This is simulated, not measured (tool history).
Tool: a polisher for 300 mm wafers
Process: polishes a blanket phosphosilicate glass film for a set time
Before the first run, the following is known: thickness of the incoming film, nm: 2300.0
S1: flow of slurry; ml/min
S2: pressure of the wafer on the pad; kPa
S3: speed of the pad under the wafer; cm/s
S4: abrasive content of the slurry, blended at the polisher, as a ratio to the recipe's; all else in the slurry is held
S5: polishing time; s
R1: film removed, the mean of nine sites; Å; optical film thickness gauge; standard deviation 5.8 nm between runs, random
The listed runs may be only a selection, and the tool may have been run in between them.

{"run": 1, "hour": 0.0, "S1": 295, "S2": 29.0, "S3": 92, "S4": 1.0, "S5": 46, "R1": 4733.5}
{"run": 2, "hour": 2.7, "S1": 295, "S2": 29.0, "S3": 92, "S4": 1.1, "S5": 46, "R1": 4965.8}
{"run": 3, "hour": 3.5, "S1": 295, "S2": 29.0, "S3": 70, "S4": 1.1, "S5": 46, "R1": 3924.1}
{"run": 4, "hour": 5.9, "S1": 295, "S2": 29.0, "S3": 92, "S4": 1.1, "S5": 46, "R1": 4956.7}
{"run": 5, "hour": 12.4, "S1": 295, "S2": 29.0, "S3": 92, "S4": 1.1, "S5": 41, "R1": 4402.0}
{"run": 6, "hour": 16.9, "S1": 295, "S2": 29.0, "S3": 92, "S4": 1.25, "S5": 41, "R1": 4707.2}
{"run": 7, "hour": 20.4, "S1": 295, "S2": 31.0, "S3": 92, "S4": 1.25, "S5": 41, "R1": 4929.4}
{"run": 8, "hour": 24.9, "S1": 295, "S2": 31.0, "S3": 92, "S4": 1.25, "S5": 41, "R1": 4919.3}
{"run": 9, "hour": 30.4, "S1": 295, "S2": 33.1, "S3": 92, "S4": 1.25, "S5": 41, "R1": 5159.8}
{"run": 10, "hour": 39.3, "S1": 295, "S2": 35.2, "S3": 92, "S4": 1.25, "S5": 41, "R1": 5496.6}
{"run": 11, "hour": 40.8, "S1": 295, "S2": 36.5, "S3": 92, "S4": 1.25, "S5": 41, "R1": 5619.2}
{"run": 12, "hour": 48.6, "S1": 295, "S2": 37.9, "S3": 92, "S4": 1.25, "S5": 41, "R1": 5805.3}
{"run": 13, "hour": 57.5, "S1": 295, "S2": 39.3, "S3": 92, "S4": 1.25, "S5": 41, "R1": 5851.1}
{"run": 14, "hour": 63.4, "S1": 295, "S2": 40.7, "S3": 92, "S4": 1.25, "S5": 41, "R1": 6183.2}
{"run": 15, "hour": 67.9, "S1": 295, "S2": 41.4, "S3": 92, "S4": 1.25, "S5": 41, "R1": 6302.7}

Estimate the outcome of run 16 from the log above:
{"run": 16, "hour": 74.1, "S1": 295, "S2": 42.1, "S3": 92, "S4": 1.25, "S5": 41, "R1": "?"}

R1: 6246.6 Å
